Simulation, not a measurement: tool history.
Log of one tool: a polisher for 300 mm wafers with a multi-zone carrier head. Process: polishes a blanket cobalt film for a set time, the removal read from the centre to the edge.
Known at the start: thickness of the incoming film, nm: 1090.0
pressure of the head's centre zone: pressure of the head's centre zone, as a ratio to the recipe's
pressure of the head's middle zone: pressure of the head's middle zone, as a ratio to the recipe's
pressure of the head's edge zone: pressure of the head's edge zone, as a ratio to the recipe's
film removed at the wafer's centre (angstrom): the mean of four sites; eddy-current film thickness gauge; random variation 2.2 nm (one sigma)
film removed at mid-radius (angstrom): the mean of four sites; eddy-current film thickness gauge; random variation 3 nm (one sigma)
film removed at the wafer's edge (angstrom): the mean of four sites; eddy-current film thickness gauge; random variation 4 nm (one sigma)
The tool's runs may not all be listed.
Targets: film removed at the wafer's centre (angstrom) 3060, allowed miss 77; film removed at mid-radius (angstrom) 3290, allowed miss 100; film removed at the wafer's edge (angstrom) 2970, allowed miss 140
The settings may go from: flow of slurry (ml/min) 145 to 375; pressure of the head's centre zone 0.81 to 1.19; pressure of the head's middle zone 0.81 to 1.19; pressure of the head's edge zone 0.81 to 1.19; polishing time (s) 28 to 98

run  hour  flow of slurry (ml/min)  pressure of the head's centre zone  pressure of the head's middle zone  pressure of the head's edge zone  polishing time (s)  film removed at the wafer's centre (angstrom)  film removed at mid-radius (angstrom)  film removed at the wafer's edge (angstrom)
  1     0                      240                                   1                                   1                                 1                  63                                         2381.7                                 2417.2                                       2374.9
  2   7.4                      240                                   1                                1.04                                 1                  63                                         2402.2                                 2457.5                                       2275.7
  3  12.1                      240                                   1                                1.04                              1.03                  63                                         2418.9                                 2385.8                                       2385.2
  4  20.7                      250                                0.99                                1.06                              1.02                  67                                         2523.3                                 2631.5                                       2413.9
  5  25.9                      250                                0.99                                1.06                              0.98                  67                                         2547.7                                 2611.8                                       2375.2
  6  31.7                      250                                1.04                                1.06                              0.98                  67                                         2633.6                                 2619.8                                       2398.2
  7  38.4                      255                                1.02                                1.07                                 1                  71                                         2755.8                                 2794.5                                         2633
  8  39.9                      315                                1.05                                1.17                              1.08                  74                                           3008                                 3165.2                                       2892.9
  9  41.2                      320                                1.05                                1.18                              1.08                  74                                         3087.1                                 3135.3                                       2784.7

4 next moves are on the table. One of them brings every result within its allowed miss. Which?
  A  42.5                      360                                1.13                                1.19                              1.04                  72                                              ?                                      ?                                            ?
  B  42.5                      315                                1.09                                1.13                              1.16                  73                                              ?                                      ?                                            ?
  C  42.5                      325                                1.02                                1.19                              1.12                  76                                              ?                                      ?                                            ?
  D  42.5                      330                                1.05                                0.95                              1.19                  80                                              ?                                      ?                                            ?

move  film removed at the wafer's centre (angstrom)  film removed at mid-radius (angstrom)  film removed at the wafer's edge (angstrom)
   A                                         3221.9                                 3124.8                                       2694.2
   B                                         3109.8                                 3041.3                                       2843.7
   C                                         3039.5                                 3271.3                                       2918.7
   D                                         3295.3                                 3048.1                                       3168.3
A: further off than the last run
B: further off than the last run
C: meets every target
D: further off than the last run
Move C is the one to make.

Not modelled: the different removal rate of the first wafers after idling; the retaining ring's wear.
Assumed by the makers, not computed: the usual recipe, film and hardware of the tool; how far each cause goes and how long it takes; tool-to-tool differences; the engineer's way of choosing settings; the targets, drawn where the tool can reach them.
